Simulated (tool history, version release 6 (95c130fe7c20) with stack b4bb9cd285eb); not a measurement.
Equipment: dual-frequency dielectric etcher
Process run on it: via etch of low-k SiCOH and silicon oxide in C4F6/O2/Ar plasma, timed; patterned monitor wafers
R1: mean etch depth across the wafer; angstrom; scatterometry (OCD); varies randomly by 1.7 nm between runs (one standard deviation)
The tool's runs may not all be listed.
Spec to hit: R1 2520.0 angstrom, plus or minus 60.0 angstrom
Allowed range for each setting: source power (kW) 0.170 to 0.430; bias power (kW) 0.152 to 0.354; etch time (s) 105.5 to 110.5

run 1 hour=0.0 | source_power_(kW)=0.300 bias_power_(kW)=0.253 etch_time_(s)=105.5 | R1=2793.2
run 2 hour=5.7 | source_power_(kW)=0.300 bias_power_(kW)=0.273 etch_time_(s)=105.5 | R1=2814.9
run 3 hour=14.1 | source_power_(kW)=0.290 bias_power_(kW)=0.270 etch_time_(s)=105.5 | R1=2812.5
run 4 hour=17.5 | source_power_(kW)=0.290 bias_power_(kW)=0.287 etch_time_(s)=105.5 | R1=2897.1
run 5 hour=20.4 | source_power_(kW)=0.260 bias_power_(kW)=0.287 etch_time_(s)=105.5 | R1=2746.1
run 6 hour=28.9 | source_power_(kW)=0.250 bias_power_(kW)=0.286 etch_time_(s)=105.5 | R1=2704.1
run 7 hour=35.2 | source_power_(kW)=0.240 bias_power_(kW)=0.285 etch_time_(s)=105.5 | R1=2659.8
run 8 hour=37.9 | source_power_(kW)=0.240 bias_power_(kW)=0.284 etch_time_(s)=105.5 | R1=2627.9
run 9 hour=42.6 | source_power_(kW)=0.230 bias_power_(kW)=0.282 etch_time_(s)=105.5 | R1=2588.4

4 candidate next runs follow, results not yet known. Just one meets every target within its allowed miss. Identify it.
run A hour=47.3 | source_power_(kW)=0.230 bias_power_(kW)=0.293 etch_time_(s)=107.0 | R1=?
run B hour=47.3 | source_power_(kW)=0.210 bias_power_(kW)=0.285 etch_time_(s)=109.5 | R1=?
run C hour=47.3 | source_power_(kW)=0.230 bias_power_(kW)=0.298 etch_time_(s)=105.5 | R1=?
run D hour=47.3 | source_power_(kW)=0.200 bias_power_(kW)=0.266 etch_time_(s)=110.5 | R1=?

move=A R1=2650.3
move=B R1=2594.6
move=C R1=2628.6
move=D R1=2509.3
A: moves away from the targets compared with the last run
B: moves away from the targets compared with the last run
C: moves away from the targets compared with the last run
D: all results land within tolerance of their targets
D meets every target.
